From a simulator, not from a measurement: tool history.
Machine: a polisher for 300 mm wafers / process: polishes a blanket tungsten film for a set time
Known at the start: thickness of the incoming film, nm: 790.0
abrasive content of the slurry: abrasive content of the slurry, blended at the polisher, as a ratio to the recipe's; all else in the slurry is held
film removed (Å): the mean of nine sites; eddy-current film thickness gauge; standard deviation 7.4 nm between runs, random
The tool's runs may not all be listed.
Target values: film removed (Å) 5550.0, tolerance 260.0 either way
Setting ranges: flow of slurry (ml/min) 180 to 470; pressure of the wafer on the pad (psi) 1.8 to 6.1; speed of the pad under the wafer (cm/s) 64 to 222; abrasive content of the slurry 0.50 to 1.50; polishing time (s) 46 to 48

run    day  flow of slurry (ml/min)  pressure of the wafer on the pad (psi)  speed of the pad under the wafer (cm/s)  abrasive content of the slurry  polishing time (s)  film removed (Å)
  1  0.000                      300                                     3.9                                      142                            1.00                  46            3707.4
  2  0.304                      240                                     3.9                                      142                            1.00                  46            3628.3
  3  0.642                      240                                     4.2                                      142                            1.00                  46            3795.6
  4  0.825                      205                                     4.2                                      142                            1.00                  46            3710.0
  5  1.058                      255                                     4.2                                      142                            1.00                  46            3850.3
  6  1.279                      310                                     4.2                                      142                            1.00                  46            3949.8
  7  1.558                      310                                     4.5                                      142                            1.00                  46            4212.7
  8  1.846                      310                                     4.7                                      142                            1.00                  46            4312.9

5 next moves are on the table. One of them brings every result within its allowed miss. Which?
  A  2.133                      335                                     4.9                                      164                            0.95                  48                 ?
  B  2.133                      270                                     4.2                                      120                            1.05                  46                 ?
  C  2.133                      290                                     4.1                                      124                            1.00                  46                 ?
  D  2.133                      320                                     4.5                                      150                            1.05                  48                 ?
  E  2.133                      280                                     5.7                                      150                            1.25                  48                 ?

move  film removed (Å)
   A            5568.9
   B            3422.8
   C            3427.1
   D            4823.0
   E            6312.7
A: in spec on every target
B: its largest miss is bigger than the last run's
C: its largest miss is bigger than the last run's
D: an improvement on the last run, though not all results are within tolerance
E: takes the result that was furthest off past its target
Correct choice: A, which meets every target
